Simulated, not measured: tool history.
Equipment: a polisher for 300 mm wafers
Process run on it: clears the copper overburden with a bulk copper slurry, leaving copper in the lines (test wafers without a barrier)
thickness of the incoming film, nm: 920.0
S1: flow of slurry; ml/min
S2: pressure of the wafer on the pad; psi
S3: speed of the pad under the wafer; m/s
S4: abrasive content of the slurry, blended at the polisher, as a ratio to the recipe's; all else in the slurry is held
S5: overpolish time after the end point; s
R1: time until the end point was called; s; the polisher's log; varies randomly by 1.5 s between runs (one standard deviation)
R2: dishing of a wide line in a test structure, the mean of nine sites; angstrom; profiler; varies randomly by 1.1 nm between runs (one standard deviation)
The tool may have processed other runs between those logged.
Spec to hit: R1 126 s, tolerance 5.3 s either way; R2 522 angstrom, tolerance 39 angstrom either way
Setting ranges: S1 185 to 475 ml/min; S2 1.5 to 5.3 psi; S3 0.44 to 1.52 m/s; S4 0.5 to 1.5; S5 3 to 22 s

run,day,S1,S2,S3,S4,S5,R1,R2
1,0,305,3.4,0.98,1,11,96.278,500.84
2,0.138,305,3.4,0.98,0.85,11,97.437,490.74
3,0.325,305,3.4,0.8,0.85,11,119.06,442.58
4,0.658,305,3.4,0.8,0.85,12,118.28,448.41
5,0.938,305,3.4,0.8,0.85,13,120.92,468.64
6,1.088,305,4.1,0.8,0.85,13,103.54,529.14
7,1.138,305,4,0.8,0.85,13,105.65,496.62
8,1.267,305,3.9,0.8,0.85,14,107.57,531.67
9,1.392,305,3.8,0.8,0.85,14,110.91,529.75
10,1.696,305,3.7,0.8,0.85,14,113.26,519.18
11,2.058,305,3.6,0.8,0.85,14,113.43,529.61
12,2.258,305,3.6,0.8,0.85,14,114.58,511.8
13,2.408,305,3.5,0.8,0.85,14,118.41,504.79
14,2.688,305,3.4,0.8,0.85,15,119.77,536.13

Which single option among these 4 for the next run brings every result within its allowed miss of target? Just one does.
A,2.967,355,3.5,0.72,0.9,16,?,?
B,2.967,285,3,0.74,0.95,12,?,?
C,2.967,300,3,0.72,0.85,13,?,?
D,2.967,270,3.3,0.76,1,13,?,?

move,R1,R2
A,124.76,522.96
B,137.88,418.34
C,143.43,428.9
D,124.88,467.1
A: hits every target within its allowed miss
B: the result that was furthest off in the last run now lies on the other side of its target
C: the result that was furthest off in the last run now lies on the other side of its target
D: brings the result that was furthest off to its target, and leaves another outside
Move A is the one to make.
